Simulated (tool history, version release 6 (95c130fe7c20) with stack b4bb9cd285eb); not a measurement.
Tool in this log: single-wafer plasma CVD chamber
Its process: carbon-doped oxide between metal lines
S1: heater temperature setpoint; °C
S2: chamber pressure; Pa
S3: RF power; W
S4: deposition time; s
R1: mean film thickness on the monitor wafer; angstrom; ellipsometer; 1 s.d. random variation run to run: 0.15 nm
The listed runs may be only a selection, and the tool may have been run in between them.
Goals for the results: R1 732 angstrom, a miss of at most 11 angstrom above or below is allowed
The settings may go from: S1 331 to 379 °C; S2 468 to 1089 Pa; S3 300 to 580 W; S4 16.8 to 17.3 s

run	day	S1	S2	S3	S4	R1
1	0	355	779	440	16.8	801.74
2	0.079	355	779	465	16.8	833.62
3	0.338	358	740	455	16.8	814.57
4	0.404	359	724	445	16.8	795.7
5	0.488	361	699	440	16.8	786.74
6	0.688	362	684	435	16.8	776.38
7	0.817	362	684	435	16.8	778.78
8	1.15	363	672	430	16.8	765.48
9	1.367	364	657	430	16.8	763.16
10	1.504	365	643	430	16.8	761.94
11	1.671	366	631	425	16.8	751.72
12	1.917	367	621	425	16.8	746.61

Exercise: of the 5 proposed moves below, exactly one satisfies all targets within the stated allowed misses. Which move is it?
A	2.162	364	591	440	16.8	?
B	2.162	368	576	440	16.9	?
C	2.162	368	468	430	17.3	?
D	2.162	370	540	405	17.3	?
E	2.162	379	597	445	17.1	?

move	R1
A	768.82
B	765.19
C	758
D	729.03
E	765.87
A: the biggest miss grows against the last run
B: the biggest miss grows against the last run
C: the biggest miss grows against the last run
D: every result lands within tolerance
E: the biggest miss grows against the last run
Go with D: it meets all targets.
